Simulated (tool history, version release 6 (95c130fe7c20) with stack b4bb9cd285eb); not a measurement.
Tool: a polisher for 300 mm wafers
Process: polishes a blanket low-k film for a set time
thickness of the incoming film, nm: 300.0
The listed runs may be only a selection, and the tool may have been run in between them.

| run | day | flow of slurry (ml/min) | pressure of the wafer on the pad (kPa) | speed of the pad under the wafer (cm/s) | abrasive content of the slurry | polishing time (s) | film removed (Å) |
|---|---|---|---|---|---|---|---|
| 1 | 0.000 | 235 | 9.7 | 92 | 1.0 | 110 | 287.24 |
| 2 | 0.208 | 235 | 9.7 | 74 | 1.0 | 110 | 236.32 |
| 3 | 0.296 | 235 | 9.0 | 74 | 1.0 | 110 | 225.90 |
| 4 | 0.542 | 235 | 8.3 | 74 | 1.0 | 110 | 213.31 |
| 5 | 0.625 | 235 | 8.3 | 88 | 1.0 | 110 | 232.35 |
| 6 | 0.950 | 235 | 7.6 | 88 | 1.0 | 110 | 219.12 |

Predict the results of run 7:
| 7 | 0.996 | 235 | 6.9 | 88 | 1.0 | 110 | ? |

{"run 7": {"film removed (Å)": 199.46}}
